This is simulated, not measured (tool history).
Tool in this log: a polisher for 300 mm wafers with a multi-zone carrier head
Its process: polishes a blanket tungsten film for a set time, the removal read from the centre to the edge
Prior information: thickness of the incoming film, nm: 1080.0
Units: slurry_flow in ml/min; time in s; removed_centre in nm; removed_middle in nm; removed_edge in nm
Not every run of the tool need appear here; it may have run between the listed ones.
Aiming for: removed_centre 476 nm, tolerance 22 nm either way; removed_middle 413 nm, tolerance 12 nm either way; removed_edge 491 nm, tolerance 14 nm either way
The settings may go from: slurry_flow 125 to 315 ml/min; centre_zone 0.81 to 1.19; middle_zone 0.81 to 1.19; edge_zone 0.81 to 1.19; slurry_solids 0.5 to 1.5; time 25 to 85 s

Run 1, hour 0: slurry_flow 205 ml/min, centre_zone 1, middle_zone 1, edge_zone 1, slurry_solids 1, time 55 s. Result: removed_centre 345.23 nm, removed_middle 344.67 nm, removed_edge 348.01 nm.
Run 2, hour 8.3: slurry_flow 205 ml/min, centre_zone 0.97, middle_zone 1, edge_zone 1, slurry_solids 1, time 55 s. Result: removed_centre 337.6 nm, removed_middle 344.28 nm, removed_edge 353.54 nm.
Run 3, hour 16.9: slurry_flow 215 ml/min, centre_zone 0.99, middle_zone 0.98, edge_zone 1.04, slurry_solids 1.15, time 57 s. Result: removed_centre 386.44 nm, removed_middle 368.02 nm, removed_edge 386.78 nm.
Run 4, hour 24.8: slurry_flow 215 ml/min, centre_zone 0.99, middle_zone 0.9, edge_zone 1.04, slurry_solids 1.15, time 57 s. Result: removed_centre 378.79 nm, removed_middle 341.76 nm, removed_edge 383.69 nm.
Run 5, hour 33.3: slurry_flow 240 ml/min, centre_zone 0.99, middle_zone 0.9, edge_zone 1.04, slurry_solids 1.15, time 57 s. Result: removed_centre 383.67 nm, removed_middle 350.47 nm, removed_edge 396.92 nm.
Run 6, hour 34: slurry_flow 255 ml/min, centre_zone 1, middle_zone 0.9, edge_zone 1.07, slurry_solids 1.2, time 57 s. Result: removed_centre 396.89 nm, removed_middle 358.14 nm, removed_edge 405.01 nm.
Run 7, hour 36.1: slurry_flow 260 ml/min, centre_zone 1, middle_zone 0.89, edge_zone 1.09, slurry_solids 1.3, time 58 s. Result: removed_centre 419.07 nm, removed_middle 368.63 nm, removed_edge 428.04 nm.
Run 8, hour 36.7: slurry_flow 265 ml/min, centre_zone 1, middle_zone 0.89, edge_zone 1.11, slurry_solids 1.35, time 59 s. Result: removed_centre 426.76 nm, removed_middle 379.03 nm, removed_edge 444.11 nm.
Run 9, hour 45.5: slurry_flow 270 ml/min, centre_zone 1.01, middle_zone 0.89, edge_zone 1.12, slurry_solids 1.4, time 59 s. Result: removed_centre 433.44 nm, removed_middle 386.74 nm, removed_edge 449.86 nm.
Run 10, hour 46.4: slurry_flow 275 ml/min, centre_zone 1.02, middle_zone 0.89, edge_zone 1.13, slurry_solids 1.45, time 60 s. Result: removed_centre 457.39 nm, removed_middle 398.11 nm, removed_edge 468.38 nm.
Run 11, hour 53: slurry_flow 280 ml/min, centre_zone 1.02, middle_zone 0.89, edge_zone 1.14, slurry_solids 1.45, time 60 s. Result: removed_centre 465.14 nm, removed_middle 397.47 nm, removed_edge 468.86 nm.
Run 12, hour 57.8: slurry_flow 285 ml/min, centre_zone 1.02, middle_zone 0.89, edge_zone 1.15, slurry_solids 1.45, time 60 s. Result: removed_centre 465.75 nm, removed_middle 407.01 nm, removed_edge 466.58 nm.
Run 13, hour 59.6: slurry_flow 285 ml/min, centre_zone 1.02, middle_zone 0.88, edge_zone 1.15, slurry_solids 1.45, time 60 s. Result: removed_centre 470.21 nm, removed_middle 394.14 nm, removed_edge 468.91 nm.
Run 14, hour 68.1: slurry_flow 285 ml/min, centre_zone 1.01, middle_zone 0.88, edge_zone 1.15, slurry_solids 1.45, time 60 s. Result: removed_centre 454.67 nm, removed_middle 397.91 nm, removed_edge 467.84 nm.

Exercise: of the 5 proposed moves below, exactly one satisfies all targets within the stated allowed misses. Which move is it?
Run A, hour 76.6: slurry_flow 315 ml/min, centre_zone 1, middle_zone 0.92, edge_zone 1.01, slurry_solids 1.45, time 56 s. Result: removed_centre ?, removed_middle ?, removed_edge ?.
Run B, hour 76.6: slurry_flow 240 ml/min, centre_zone 1.01, middle_zone 0.87, edge_zone 1.12, slurry_solids 1.4, time 65 s. Result: removed_centre ?, removed_middle ?, removed_edge ?.
Run C, hour 76.6: slurry_flow 290 ml/min, centre_zone 1.06, middle_zone 0.91, edge_zone 1.12, slurry_solids 1.5, time 54 s. Result: removed_centre ?, removed_middle ?, removed_edge ?.
Run D, hour 76.6: slurry_flow 310 ml/min, centre_zone 1.02, middle_zone 0.94, edge_zone 1.09, slurry_solids 1.3, time 59 s. Result: removed_centre ?, removed_middle ?, removed_edge ?.
Run E, hour 76.6: slurry_flow 285 ml/min, centre_zone 1.01, middle_zone 1, edge_zone 1.15, slurry_solids 1.35, time 57 s. Result: removed_centre ?, removed_middle ?, removed_edge ?.

move  removed_centre  removed_middle  removed_edge
   A           425.3          386.25        424.09
   B          476.56          410.44        493.53
   C          435.63          369.88        426.11
   D          440.47          399.15        442.22
   E          422.74          407.73        437.84
A: moves away from the targets compared with the last run
B: every result within its allowed miss
C: moves away from the targets compared with the last run
D: moves away from the targets compared with the last run
E: moves away from the targets compared with the last run
Go with B: it meets all targets.

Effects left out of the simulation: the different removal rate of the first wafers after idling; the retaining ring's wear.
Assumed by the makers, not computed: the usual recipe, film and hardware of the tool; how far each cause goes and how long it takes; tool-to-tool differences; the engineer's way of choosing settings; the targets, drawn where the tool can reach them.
